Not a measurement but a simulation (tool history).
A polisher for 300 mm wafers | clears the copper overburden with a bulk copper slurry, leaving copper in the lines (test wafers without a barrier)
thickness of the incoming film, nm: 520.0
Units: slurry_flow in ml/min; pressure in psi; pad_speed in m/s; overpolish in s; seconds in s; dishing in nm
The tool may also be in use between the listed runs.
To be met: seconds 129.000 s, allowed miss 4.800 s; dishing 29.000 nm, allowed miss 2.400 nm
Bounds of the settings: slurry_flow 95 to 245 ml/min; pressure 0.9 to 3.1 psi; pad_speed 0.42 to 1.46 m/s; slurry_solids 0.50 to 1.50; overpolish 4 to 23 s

Run 1, hour 0.0: slurry_flow 155 ml/min, pressure 2.0 psi, pad_speed 0.94 m/s, slurry_solids 1.00, overpolish 12 s. Result: seconds 79.146 s, dishing 44.631 nm.
Run 2, hour 3.4: slurry_flow 150 ml/min, pressure 1.8 psi, pad_speed 0.94 m/s, slurry_solids 1.00, overpolish 12 s. Result: seconds 87.861 s, dishing 43.014 nm.
Run 3, hour 10.1: slurry_flow 150 ml/min, pressure 1.8 psi, pad_speed 0.94 m/s, slurry_solids 1.00, overpolish 10 s. Result: seconds 88.406 s, dishing 36.353 nm.
Run 4, hour 11.6: slurry_flow 150 ml/min, pressure 1.8 psi, pad_speed 1.08 m/s, slurry_solids 1.00, overpolish 10 s. Result: seconds 80.015 s, dishing 40.434 nm.
Run 5, hour 18.0: slurry_flow 150 ml/min, pressure 1.4 psi, pad_speed 1.08 m/s, slurry_solids 1.00, overpolish 10 s. Result: seconds 101.290 s, dishing 32.684 nm.
Run 6, hour 19.1: slurry_flow 145 ml/min, pressure 1.3 psi, pad_speed 1.08 m/s, slurry_solids 1.00, overpolish 10 s. Result: seconds 111.510 s, dishing 29.976 nm.
Run 7, hour 24.9: slurry_flow 135 ml/min, pressure 1.3 psi, pad_speed 1.08 m/s, slurry_solids 1.00, overpolish 10 s. Result: seconds 113.090 s, dishing 29.543 nm.
Run 8, hour 33.4: slurry_flow 120 ml/min, pressure 1.0 psi, pad_speed 1.08 m/s, slurry_solids 1.00, overpolish 12 s. Result: seconds 147.530 s, dishing 27.561 nm.

Which of these 5 next moves meets every target?
Run A, hour 41.9: slurry_flow 120 ml/min, pressure 1.1 psi, pad_speed 1.20 m/s, slurry_solids 0.85, overpolish 8 s. Result: seconds ?, dishing ?.
Run B, hour 41.9: slurry_flow 100 ml/min, pressure 1.3 psi, pad_speed 1.00 m/s, slurry_solids 0.85, overpolish 11 s. Result: seconds ?, dishing ?.
Run C, hour 41.9: slurry_flow 135 ml/min, pressure 1.1 psi, pad_speed 1.22 m/s, slurry_solids 1.10, overpolish 10 s. Result: seconds ?, dishing ?.
Run D, hour 41.9: slurry_flow 115 ml/min, pressure 1.1 psi, pad_speed 1.02 m/s, slurry_solids 0.95, overpolish 12 s. Result: seconds ?, dishing ?.
Run E, hour 41.9: slurry_flow 130 ml/min, pressure 1.1 psi, pad_speed 1.04 m/s, slurry_solids 0.95, overpolish 9 s. Result: seconds ?, dishing ?.

move  seconds  dishing
   A  130.260   21.162
   B  131.480   27.536
   C  117.400   27.591
   D  143.070   27.260
   E  137.790   22.275
A: brings the result that was furthest off to its target, and leaves another outside
B: meets every target
C: takes the result that was furthest off past its target
D: nearer than the last run, and not there yet
E: nearer than the last run, and not there yet
Answer: B
